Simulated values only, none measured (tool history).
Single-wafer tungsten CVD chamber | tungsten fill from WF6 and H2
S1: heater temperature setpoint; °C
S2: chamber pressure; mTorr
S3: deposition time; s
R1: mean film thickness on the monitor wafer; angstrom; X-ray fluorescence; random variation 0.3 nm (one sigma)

run 1 hour=0.0 | S1=370 S2=42200 S3=45.1 | R1=733.31
run 2 hour=6.7 | S1=370 S2=47100 S3=45.1 | R1=779.79
run 3 hour=12.9 | S1=370 S2=47100 S3=45.1 | R1=777.86
run 4 hour=13.7 | S1=371 S2=47100 S3=45.1 | R1=796.07
run 5 hour=19.3 | S1=371 S2=50300 S3=45.1 | R1=821.57
run 6 hour=22.5 | S1=372 S2=50300 S3=45.1 | R1=843.28

Run 7 comes next. What will it give?
run 7 hour=25.8 | S1=373 S2=50300 S3=45.1 | R1=?

Run 7 gave R1 858.99 angstrom.

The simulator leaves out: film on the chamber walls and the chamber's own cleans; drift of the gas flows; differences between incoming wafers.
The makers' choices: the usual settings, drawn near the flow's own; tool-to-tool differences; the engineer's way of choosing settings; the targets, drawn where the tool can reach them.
